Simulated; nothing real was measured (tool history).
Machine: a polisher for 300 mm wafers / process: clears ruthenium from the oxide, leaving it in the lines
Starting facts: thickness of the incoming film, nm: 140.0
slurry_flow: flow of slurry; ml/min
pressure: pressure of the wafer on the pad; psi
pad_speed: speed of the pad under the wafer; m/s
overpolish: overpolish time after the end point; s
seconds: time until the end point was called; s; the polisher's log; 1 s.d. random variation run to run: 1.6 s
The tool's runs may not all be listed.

Run 1, hour 0.0: slurry_flow 275 ml/min, pressure 1.6 psi, pad_speed 1.26 m/s, overpolish 38 s. Result: seconds 155.31 s.
Run 2, hour 7.5: slurry_flow 275 ml/min, pressure 1.8 psi, pad_speed 1.28 m/s, overpolish 38 s. Result: seconds 133.20 s.
Run 3, hour 14.2: slurry_flow 225 ml/min, pressure 1.8 psi, pad_speed 1.28 m/s, overpolish 38 s. Result: seconds 137.21 s.
Run 4, hour 17.9: slurry_flow 225 ml/min, pressure 1.5 psi, pad_speed 1.28 m/s, overpolish 38 s. Result: seconds 159.17 s.
Run 5, hour 19.4: slurry_flow 225 ml/min, pressure 1.9 psi, pad_speed 1.28 m/s, overpolish 38 s. Result: seconds 131.91 s.
Run 6, hour 26.0: slurry_flow 280 ml/min, pressure 1.9 psi, pad_speed 1.28 m/s, overpolish 38 s. Result: seconds 127.78 s.
Run 7, hour 26.6: slurry_flow 280 ml/min, pressure 2.0 psi, pad_speed 1.30 m/s, overpolish 38 s. Result: seconds 119.75 s.
Run 8, hour 31.6: slurry_flow 280 ml/min, pressure 2.1 psi, pad_speed 1.30 m/s, overpolish 38 s. Result: seconds 113.68 s.

What will run 9 give?
Run 9, hour 38.8: slurry_flow 280 ml/min, pressure 2.2 psi, pad_speed 1.30 m/s, overpolish 38 s. Result: seconds ?.

seconds: 103.64 s
